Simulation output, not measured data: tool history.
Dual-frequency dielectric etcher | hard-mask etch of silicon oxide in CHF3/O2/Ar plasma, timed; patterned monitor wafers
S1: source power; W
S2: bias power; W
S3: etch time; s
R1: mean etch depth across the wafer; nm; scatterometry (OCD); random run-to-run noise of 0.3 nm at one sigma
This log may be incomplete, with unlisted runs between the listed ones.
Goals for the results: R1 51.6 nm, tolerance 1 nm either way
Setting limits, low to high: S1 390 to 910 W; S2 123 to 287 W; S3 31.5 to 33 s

Run 1, hour 0: S1 650 W, S2 205 W, S3 31.5 s. Result: R1 63.881 nm.
Run 2, hour 8.7: S1 610 W, S2 198 W, S3 31.5 s. Result: R1 62.525 nm.
Run 3, hour 9.4: S1 580 W, S2 187 W, S3 31.5 s. Result: R1 59.562 nm.
Run 4, hour 10.2: S1 580 W, S2 156 W, S3 31.5 s. Result: R1 53.433 nm.
Run 5, hour 18.5: S1 570 W, S2 156 W, S3 31.5 s. Result: R1 53.355 nm.
Run 6, hour 21.6: S1 560 W, S2 156 W, S3 31.5 s. Result: R1 53.397 nm.
Run 7, hour 30.4: S1 550 W, S2 155 W, S3 31.5 s. Result: R1 52.603 nm.
Run 8, hour 32.5: S1 550 W, S2 155 W, S3 31.5 s. Result: R1 53.124 nm.

Consider the 5 candidate settings below. Which is the only one whose results all fall within their allowed miss of target?
Run A, hour 34.6: S1 490 W, S2 170 W, S3 32 s. Result: R1 ?.
Run B, hour 34.6: S1 650 W, S2 139 W, S3 31.5 s. Result: R1 ?.
Run C, hour 34.6: S1 570 W, S2 155 W, S3 33 s. Result: R1 ?.
Run D, hour 34.6: S1 400 W, S2 149 W, S3 32.5 s. Result: R1 ?.
Run E, hour 34.6: S1 730 W, S2 154 W, S3 31.5 s. Result: R1 ?.

move      R1
   A  55.279
   B  52.296
   C  56.279
   D  49.658
   E  57.273
A: the biggest miss grows against the last run
B: all results land within tolerance of their targets
C: the biggest miss grows against the last run
D: takes the result that was furthest off past its target
E: the biggest miss grows against the last run
Go with B: it meets all targets.
